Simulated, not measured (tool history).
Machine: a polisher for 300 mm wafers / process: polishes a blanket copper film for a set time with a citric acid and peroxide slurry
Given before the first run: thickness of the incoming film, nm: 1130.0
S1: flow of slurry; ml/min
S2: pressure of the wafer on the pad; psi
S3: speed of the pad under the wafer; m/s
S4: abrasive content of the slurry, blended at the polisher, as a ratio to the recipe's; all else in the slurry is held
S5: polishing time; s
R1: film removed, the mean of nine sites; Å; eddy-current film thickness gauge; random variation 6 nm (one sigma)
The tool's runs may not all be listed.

run,hour,S1,S2,S3,S4,S5,R1
1,0,235,4,1.08,1,87,3085.5
2,7.6,235,4.2,1.08,1,87,3172.5
3,11.7,235,4.2,1.08,0.8,87,3051.9
4,13.3,235,4.2,1.3,0.8,87,3562.6
5,21.2,235,4.3,1.3,0.8,87,3566.6
# hour 29: head pressure recalibrated
6,29,235,3.8,1.3,0.8,87,2994.7
7,33.2,235,3.9,1.3,0.8,87,3156.4
8,35.2,235,4,1.3,0.8,87,3225.2

Run 9, settings as shown, results not yet in. Your forecast:
9,42.9,235,4.1,1.3,0.8,87,?

Run 9 measured R1 3164.4 Å.
